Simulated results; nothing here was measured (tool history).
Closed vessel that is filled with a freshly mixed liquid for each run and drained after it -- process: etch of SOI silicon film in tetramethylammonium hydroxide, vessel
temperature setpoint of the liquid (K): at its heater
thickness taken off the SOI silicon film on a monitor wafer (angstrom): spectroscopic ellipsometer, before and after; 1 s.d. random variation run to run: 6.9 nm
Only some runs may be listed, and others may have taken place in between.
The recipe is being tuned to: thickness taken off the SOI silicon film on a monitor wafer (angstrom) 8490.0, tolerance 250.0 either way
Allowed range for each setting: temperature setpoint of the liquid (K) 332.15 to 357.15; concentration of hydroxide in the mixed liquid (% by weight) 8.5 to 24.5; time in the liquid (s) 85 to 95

run,day,temperature setpoint of the liquid (K),concentration of hydroxide in the mixed liquid (% by weight),time in the liquid (s),thickness taken off the SOI silicon film on a monitor wafer (angstrom)
1,0.000,345.15,16.5,85,5687.9
2,0.112,347.15,16.5,85,6319.8
3,0.171,345.15,16.5,85,5578.6
4,0.288,340.15,16.5,85,4168.5
5,0.425,340.15,15.0,85,4302.4
6,0.612,338.15,15.0,85,3864.2
7,0.754,338.15,15.0,85,3831.4
8,0.925,342.15,15.0,85,4848.6
9,1.021,345.15,15.0,85,5837.2
# day 1.300: thermometer replaced
10,1.300,347.15,15.0,85,5810.4
11,1.429,349.65,15.0,85,6833.9
12,1.767,351.15,15.0,85,7471.7
13,1.962,352.15,15.0,85,7803.4
14,2.300,352.65,15.0,85,8089.6

Below are 4 possible settings for the next run. Only one of them brings all results inside the allowed miss of their targets. Which is it?
A,2.638,349.15,9.5,85,?
B,2.638,349.15,13.5,95,?
C,2.638,351.65,15.0,90,?
D,2.638,353.65,15.5,85,?

move,thickness taken off the SOI silicon film on a monitor wafer (angstrom)
A,8064.5
B,7848.0
C,8101.0
D,8460.6
A: moves away from the targets compared with the last run
B: moves away from the targets compared with the last run
C: no better and no worse than the last run
D: all results in spec
D meets every target.

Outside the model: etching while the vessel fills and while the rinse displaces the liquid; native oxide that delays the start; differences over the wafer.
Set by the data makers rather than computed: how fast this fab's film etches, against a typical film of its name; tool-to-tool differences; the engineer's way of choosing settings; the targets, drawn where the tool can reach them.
